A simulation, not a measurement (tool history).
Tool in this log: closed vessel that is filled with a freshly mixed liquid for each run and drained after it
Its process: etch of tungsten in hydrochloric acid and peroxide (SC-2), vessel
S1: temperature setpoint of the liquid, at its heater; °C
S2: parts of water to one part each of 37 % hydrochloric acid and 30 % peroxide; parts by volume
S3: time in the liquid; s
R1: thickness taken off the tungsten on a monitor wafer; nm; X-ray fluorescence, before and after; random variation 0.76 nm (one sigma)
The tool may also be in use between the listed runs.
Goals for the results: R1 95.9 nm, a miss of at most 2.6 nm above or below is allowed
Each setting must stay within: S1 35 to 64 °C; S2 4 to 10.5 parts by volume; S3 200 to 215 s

{"run": 1, "day": 0.0, "S1": 48, "S2": 5.5, "S3": 200, "R1": 55.559}
{"run": 2, "day": 0.346, "S1": 50, "S2": 5.5, "S3": 200, "R1": 65.139}
{"run": 3, "day": 0.596, "S1": 51, "S2": 5.5, "S3": 200, "R1": 68.853}
{"run": 4, "day": 0.638, "S1": 52, "S2": 5.5, "S3": 200, "R1": 74.066}
{"run": 5, "day": 0.933, "S1": 53, "S2": 5.5, "S3": 200, "R1": 78.282}
{"run": 6, "day": 1.154, "S1": 53, "S2": 7, "S3": 200, "R1": 64.482}
{"run": 7, "day": 1.425, "S1": 54.5, "S2": 7, "S3": 200, "R1": 71.887}
{"run": 8, "day": 1.471, "S1": 55.5, "S2": 7, "S3": 200, "R1": 76.661}
{"run": 9, "day": 1.854, "S1": 56.5, "S2": 7, "S3": 200, "R1": 81.225}
{"run": 10, "day": 1.942, "S1": 57, "S2": 7, "S3": 200, "R1": 83.103}

5 next moves are on the table. One of them brings every result within its allowed miss. Which?
{"run": "A", "day": 2.029, "S1": 58, "S2": 7, "S3": 200, "R1": "?"}
{"run": "B", "day": 2.029, "S1": 59, "S2": 9, "S3": 205, "R1": "?"}
{"run": "C", "day": 2.029, "S1": 58, "S2": 6, "S3": 200, "R1": "?"}
{"run": "D", "day": 2.029, "S1": 57.5, "S2": 6.5, "S3": 210, "R1": "?"}
{"run": "E", "day": 2.029, "S1": 57, "S2": 7, "S3": 210, "R1": "?"}

move=A R1=88.866
move=B R1=79.396
move=C R1=99.974
move=D R1=95.706
move=E R1=87.552
A: moves toward the targets from the last run without getting all of them in spec
B: its largest miss is bigger than the last run's
C: moves the result that the last run missed by most past its target, out the other side
D: meets every target
E: moves toward the targets from the last run without getting all of them in spec
D is the move that brings every result within its allowed miss.
